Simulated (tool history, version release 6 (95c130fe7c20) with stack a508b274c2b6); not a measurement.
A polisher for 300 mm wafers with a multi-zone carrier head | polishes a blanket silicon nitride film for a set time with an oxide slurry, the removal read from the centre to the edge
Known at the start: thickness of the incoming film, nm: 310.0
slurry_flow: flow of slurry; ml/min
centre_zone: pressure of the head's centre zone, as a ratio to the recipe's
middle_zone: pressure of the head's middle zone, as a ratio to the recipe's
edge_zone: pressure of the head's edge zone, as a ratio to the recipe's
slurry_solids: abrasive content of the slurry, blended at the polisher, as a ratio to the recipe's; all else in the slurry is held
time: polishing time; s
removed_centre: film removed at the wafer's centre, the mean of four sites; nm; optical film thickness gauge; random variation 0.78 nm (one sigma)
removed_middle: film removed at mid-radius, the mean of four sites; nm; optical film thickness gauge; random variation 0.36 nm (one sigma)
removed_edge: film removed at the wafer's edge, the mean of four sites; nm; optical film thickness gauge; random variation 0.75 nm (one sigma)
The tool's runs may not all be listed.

Run 1, hour 0: slurry_flow 135 ml/min, centre_zone 1, middle_zone 1, edge_zone 1, slurry_solids 1, time 89 s. Result: removed_centre 44.496 nm, removed_middle 45.903 nm, removed_edge 47.26 nm.
Run 2, hour 6.6: slurry_flow 140 ml/min, centre_zone 1.01, middle_zone 0.99, edge_zone 1.03, slurry_solids 1.1, time 89 s. Result: removed_centre 48.202 nm, removed_middle 48.423 nm, removed_edge 50.902 nm.
Run 3, hour 7.8: slurry_flow 145 ml/min, centre_zone 1.01, middle_zone 0.98, edge_zone 1.06, slurry_solids 1.15, time 89 s. Result: removed_centre 48.816 nm, removed_middle 49.234 nm, removed_edge 51.639 nm.
Run 4, hour 9.9: slurry_flow 135 ml/min, centre_zone 1.02, middle_zone 0.96, edge_zone 1.08, slurry_solids 1.2, time 92 s. Result: removed_centre 49.787 nm, removed_middle 49.473 nm, removed_edge 54.472 nm.
Run 5, hour 17.1: slurry_flow 135 ml/min, centre_zone 1.02, middle_zone 0.96, edge_zone 1.08, slurry_solids 1.3, time 92 s. Result: removed_centre 52.069 nm, removed_middle 50.909 nm, removed_edge 56.224 nm.
Run 6, hour 25.6: slurry_flow 150 ml/min, centre_zone 1.02, middle_zone 0.96, edge_zone 1.08, slurry_solids 1.3, time 92 s. Result: removed_centre 54.371 nm, removed_middle 52.815 nm, removed_edge 55.75 nm.
Run 7, hour 34.3: slurry_flow 145 ml/min, centre_zone 1.03, middle_zone 0.96, edge_zone 1.1, slurry_solids 1.35, time 94 s. Result: removed_centre 56.63 nm, removed_middle 54.426 nm, removed_edge 58.597 nm.

Forecast run 8:
Run 8, hour 38.5: slurry_flow 140 ml/min, centre_zone 1.03, middle_zone 0.95, edge_zone 1.11, slurry_solids 1.4, time 96 s. Result: removed_centre ?, removed_middle ?, removed_edge ?.

Run 8 gave removed_centre 56.255 nm, removed_middle 55.31 nm, removed_edge 60.271 nm.
